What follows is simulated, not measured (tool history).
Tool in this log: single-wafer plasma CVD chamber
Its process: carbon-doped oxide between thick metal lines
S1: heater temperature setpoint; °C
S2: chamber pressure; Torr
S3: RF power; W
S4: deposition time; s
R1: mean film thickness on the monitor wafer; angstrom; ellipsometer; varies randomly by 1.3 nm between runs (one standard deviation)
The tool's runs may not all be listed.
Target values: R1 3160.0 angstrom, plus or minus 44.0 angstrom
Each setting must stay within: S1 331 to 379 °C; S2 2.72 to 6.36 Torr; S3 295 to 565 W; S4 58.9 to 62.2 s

run  hour   S1    S2   S3    S4      R1
  1   0.0  355  4.54  430  62.2  2711.7
  2   0.6  355  5.29  430  62.2  2756.8
  3   9.4  347  5.29  430  62.2  2804.2
  4  13.4  347  4.49  430  62.2  2742.7
  5  18.6  347  4.92  430  62.2  2791.3
  6  24.2  345  5.08  435  62.2  2838.5
  7  24.9  344  5.23  440  62.2  2878.3
  8  30.9  343  5.36  445  62.2  2903.4
  9  34.4  342  5.47  450  62.2  2972.6
 10  39.5  342  5.47  450  62.2  2966.3

Which single option among these 5 for the next run brings every result within its allowed miss of target? Just one does.
  A  44.6  336  4.79  445  60.1   ?
  B  44.6  348  4.59  495  59.3   ?
  C  44.6  340  6.07  520  61.3   ?
  D  44.6  333  5.87  495  60.6   ?
  E  44.6  339  5.78  460  62.2   ?

move      R1
   A  2823.7
   B  2889.4
   C  3258.3
   D  3166.6
   E  3045.6
A: misses by more than the last run did
B: misses by more than the last run did
C: takes the biggest miss from the last run beyond its target
D: every result within its allowed miss
E: nearer than the last run, and not there yet
Go with D: it meets all targets.

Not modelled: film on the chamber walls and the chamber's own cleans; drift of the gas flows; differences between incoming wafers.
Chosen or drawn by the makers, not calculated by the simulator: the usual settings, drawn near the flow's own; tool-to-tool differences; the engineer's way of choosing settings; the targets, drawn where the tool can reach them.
